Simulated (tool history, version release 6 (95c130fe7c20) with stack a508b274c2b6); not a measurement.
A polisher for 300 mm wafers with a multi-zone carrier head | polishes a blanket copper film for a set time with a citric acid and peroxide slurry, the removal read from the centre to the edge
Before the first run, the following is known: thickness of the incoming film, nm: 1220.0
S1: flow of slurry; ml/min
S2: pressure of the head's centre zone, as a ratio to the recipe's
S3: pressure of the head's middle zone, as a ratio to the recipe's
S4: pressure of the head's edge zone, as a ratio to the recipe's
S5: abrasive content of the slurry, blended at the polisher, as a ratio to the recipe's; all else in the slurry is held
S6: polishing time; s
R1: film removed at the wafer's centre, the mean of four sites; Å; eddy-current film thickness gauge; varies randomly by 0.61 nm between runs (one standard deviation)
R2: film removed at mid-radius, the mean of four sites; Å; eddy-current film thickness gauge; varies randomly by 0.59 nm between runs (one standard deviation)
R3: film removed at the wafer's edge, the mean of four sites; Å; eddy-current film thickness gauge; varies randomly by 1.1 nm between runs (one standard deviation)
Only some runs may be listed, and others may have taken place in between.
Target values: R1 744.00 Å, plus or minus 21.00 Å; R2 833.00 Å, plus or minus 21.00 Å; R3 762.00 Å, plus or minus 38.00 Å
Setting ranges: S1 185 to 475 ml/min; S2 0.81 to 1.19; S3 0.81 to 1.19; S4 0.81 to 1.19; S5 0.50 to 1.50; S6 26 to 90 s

run,hour,S1,S2,S3,S4,S5,S6,R1,R2,R3
1,0.0,305,1.00,1.00,1.00,1.00,58,913.57,937.86,938.63
2,3.3,305,0.99,1.00,0.97,0.95,58,891.38,939.33,910.27
3,10.5,305,0.99,0.94,0.97,0.95,58,890.79,885.99,915.73
4,11.1,305,0.99,0.94,0.97,1.05,58,914.73,903.38,936.22
5,11.9,305,0.99,0.94,0.97,1.05,63,990.00,982.50,1028.40
6,18.3,305,0.98,0.94,0.95,0.95,62,959.32,949.69,974.52
7,21.0,305,0.98,0.94,0.95,0.95,62,949.73,953.14,982.80
8,30.0,305,0.97,0.95,0.93,0.90,61,913.17,947.07,926.73
9,35.9,300,0.96,0.94,0.91,0.85,61,906.01,931.55,927.17
10,44.4,305,0.95,0.94,0.90,0.80,60,876.03,898.87,918.67
# hour 50.9: slurry nozzle cleaned
11,50.9,305,0.95,0.94,0.90,0.80,60,905.48,943.93,925.74
12,54.4,295,0.94,0.94,0.89,0.80,59,887.34,916.90,912.85

Pick the move, out of 5, that brings all results within their allowed miss; only one does.
A,57.9,380,0.81,1.12,0.94,0.50,55,?,?,?
B,57.9,400,0.91,0.99,0.85,0.80,50,?,?,?
C,57.9,285,0.81,0.85,1.12,0.80,60,?,?,?
D,57.9,390,0.97,1.00,0.97,0.70,47,?,?,?
E,57.9,340,0.91,0.88,0.90,0.70,56,?,?,?

move,R1,R2,R3
A,689.39,970.54,829.46
B,735.48,838.10,760.73
C,769.19,862.33,1022.10
D,720.58,780.47,747.07
E,799.65,827.52,854.16
A: the result that was furthest off in the last run now lies on the other side of its target
B: all results in spec
C: roughly where the last run was
D: the result that was furthest off in the last run now lies on the other side of its target
E: gains on the last run, yet a result remains outside its allowed miss
So the answer is move B, the one that meets all the targets.
